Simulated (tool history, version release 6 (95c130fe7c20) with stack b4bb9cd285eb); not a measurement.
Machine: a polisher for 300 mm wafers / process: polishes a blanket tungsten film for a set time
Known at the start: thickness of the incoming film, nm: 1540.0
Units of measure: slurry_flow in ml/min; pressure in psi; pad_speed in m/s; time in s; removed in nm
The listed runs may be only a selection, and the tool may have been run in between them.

Run 1, day 0: slurry_flow 275 ml/min, pressure 4.2 psi, pad_speed 1.3 m/s, slurry_solids 1, time 34 s. Result: removed 215.54 nm.
Run 2, day 0.071: slurry_flow 275 ml/min, pressure 3.5 psi, pad_speed 1.06 m/s, slurry_solids 1, time 34 s. Result: removed 148 nm.
Run 3, day 0.279: slurry_flow 275 ml/min, pressure 3.5 psi, pad_speed 1.06 m/s, slurry_solids 1, time 29 s. Result: removed 126.52 nm.
Run 4, day 0.567: slurry_flow 275 ml/min, pressure 3.5 psi, pad_speed 1.06 m/s, slurry_solids 0.9, time 29 s. Result: removed 127.85 nm.
Run 5, day 0.729: slurry_flow 275 ml/min, pressure 4.2 psi, pad_speed 1.06 m/s, slurry_solids 0.9, time 29 s. Result: removed 152.31 nm.
Run 6, day 1.067: slurry_flow 275 ml/min, pressure 4.2 psi, pad_speed 1.06 m/s, slurry_solids 0.9, time 34 s. Result: removed 173.7 nm.
Run 7, day 1.325: slurry_flow 275 ml/min, pressure 3.5 psi, pad_speed 0.94 m/s, slurry_solids 0.9, time 34 s. Result: removed 131.87 nm.
Run 8, day 1.462: slurry_flow 275 ml/min, pressure 3 psi, pad_speed 0.84 m/s, slurry_solids 0.9, time 34 s. Result: removed 100.85 nm.
Run 9, day 1.642: slurry_flow 275 ml/min, pressure 2.6 psi, pad_speed 0.82 m/s, slurry_solids 0.9, time 34 s. Result: removed 87.143 nm.
Run 10, day 1.721: slurry_flow 275 ml/min, pressure 2.4 psi, pad_speed 0.82 m/s, slurry_solids 0.9, time 34 s. Result: removed 78.572 nm.
Run 11, day 1.875: slurry_flow 275 ml/min, pressure 2.4 psi, pad_speed 0.82 m/s, slurry_solids 0.9, time 34 s. Result: removed 80.395 nm.
Run 12, day 2.238: slurry_flow 275 ml/min, pressure 1.9 psi, pad_speed 0.78 m/s, slurry_solids 0.9, time 34 s. Result: removed 61.864 nm.

Expected results for the next run?
Run 13, day 2.375: slurry_flow 275 ml/min, pressure 2 psi, pad_speed 0.78 m/s, slurry_solids 0.9, time 34 s. Result: removed ?.

{"run 13": {"removed": 63.57}}
